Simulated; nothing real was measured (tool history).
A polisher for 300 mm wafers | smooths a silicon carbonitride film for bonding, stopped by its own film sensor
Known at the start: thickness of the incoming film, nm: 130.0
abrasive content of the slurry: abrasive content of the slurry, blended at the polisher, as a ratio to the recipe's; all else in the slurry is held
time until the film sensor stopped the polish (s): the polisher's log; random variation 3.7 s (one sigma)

| run | hour | flow of slurry (ml/min) | pressure of the wafer on the pad (kPa) | speed of the pad under the wafer (cm/s) | abrasive content of the slurry | target thickness at which the film sensor stops the polish (Å) | time until the film sensor stopped the polish (s) |
|---|---|---|---|---|---|---|---|
| 1 | 0.0 | 200 | 15.9 | 68 | 1.0 | 1010 | 146.37 |
| 2 | 3.1 | 160 | 15.9 | 68 | 1.0 | 1010 | 151.62 |
| 3 | 10.1 | 160 | 14.5 | 68 | 1.0 | 1010 | 163.18 |
| 4 | 12.9 | 160 | 13.1 | 68 | 1.0 | 1010 | 178.82 |
| 5 | 14.1 | 160 | 12.4 | 68 | 1.0 | 1010 | 190.69 |
| 6 | 18.7 | 160 | 12.4 | 68 | 1.1 | 1010 | 176.94 |

Forecast run 7:
| 7 | 20.3 | 160 | 11.7 | 68 | 1.1 | 1010 | ? |

{"run 7": {"time until the film sensor stopped the polish (s)": 189.88}}
